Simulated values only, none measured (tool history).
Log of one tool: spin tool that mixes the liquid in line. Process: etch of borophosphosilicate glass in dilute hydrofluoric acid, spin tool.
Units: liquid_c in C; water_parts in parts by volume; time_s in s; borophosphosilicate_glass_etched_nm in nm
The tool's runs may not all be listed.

run	hour	liquid_c	water_parts	time_s	borophosphosilicate_glass_etched_nm
1	0	21	260	15	2.7779
2	7.3	22.5	230	15	3.4086
3	9.2	22.5	230	15	3.4179
4	12.7	23.5	210	15	3.9569
5	20.8	23.5	210	15	3.9695
6	25.1	23.5	300	15	2.5296
7	28.4	24.5	265	15	3.0751
8	36.6	25.5	235	15	3.7327
9	39.8	26	215	15	4.212
10	43.1	26.5	200	15	4.6951
11	46.1	29	115	15	9.9515
12	51.3	28	115	15	9.5992
13	53.6	28	115	15	9.5429
14	55.1	27	115	15	9.2337
15	60.6	26	115	15	8.8563
16	61.6	25	115	15	8.5003
17	69.7	24.5	115	15	8.4238
18	75.4	24	115	15	8.2236

Run 19 comes next. What will it give?
19	80.7	24	115	15	?

{"run 19": {"borophosphosilicate_glass_etched_nm": 8.1904}}
